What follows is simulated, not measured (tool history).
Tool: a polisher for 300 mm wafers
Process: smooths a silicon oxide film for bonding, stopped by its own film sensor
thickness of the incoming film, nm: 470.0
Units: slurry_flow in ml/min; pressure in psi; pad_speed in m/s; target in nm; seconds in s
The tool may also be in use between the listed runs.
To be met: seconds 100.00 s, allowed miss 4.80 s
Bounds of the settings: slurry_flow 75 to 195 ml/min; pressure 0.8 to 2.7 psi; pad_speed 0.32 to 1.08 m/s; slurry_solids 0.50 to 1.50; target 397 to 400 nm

| run | day | slurry_flow | pressure | pad_speed | slurry_solids | target | seconds |
|---|---|---|---|---|---|---|---|
| 1 | 0.000 | 125 | 1.7 | 0.70 | 1.00 | 400 | 123.33 |
| 2 | 0.208 | 125 | 1.7 | 0.60 | 1.00 | 400 | 137.46 |
| 3 | 0.321 | 125 | 1.7 | 0.74 | 1.00 | 400 | 115.37 |
| 4 | 0.638 | 95 | 1.7 | 0.74 | 1.00 | 400 | 123.15 |
| 5 | 0.908 | 95 | 1.9 | 0.74 | 1.00 | 400 | 113.45 |
| 6 | 1.029 | 100 | 1.9 | 0.74 | 1.00 | 400 | 113.76 |
| 7 | 1.375 | 105 | 2.0 | 0.74 | 1.00 | 400 | 107.46 |
| 8 | 1.425 | 110 | 2.0 | 0.74 | 1.00 | 400 | 105.68 |

Which of these 5 next moves meets every target?
| A | 1.475 | 95 | 2.0 | 0.82 | 1.00 | 400 | ? |
| B | 1.475 | 95 | 1.9 | 0.74 | 1.05 | 397 | ? |
| C | 1.475 | 115 | 1.7 | 0.76 | 1.05 | 400 | ? |
| D | 1.475 | 115 | 1.8 | 0.76 | 0.95 | 398 | ? |
| E | 1.475 | 90 | 1.9 | 0.74 | 1.00 | 400 | ? |

| move | seconds |
|---|---|
| A | 100.66 |
| B | 116.13 |
| C | 114.00 |
| D | 117.00 |
| E | 114.59 |
A: meets every target
B: further off than the last run
C: further off than the last run
D: further off than the last run
E: further off than the last run
Answer: A

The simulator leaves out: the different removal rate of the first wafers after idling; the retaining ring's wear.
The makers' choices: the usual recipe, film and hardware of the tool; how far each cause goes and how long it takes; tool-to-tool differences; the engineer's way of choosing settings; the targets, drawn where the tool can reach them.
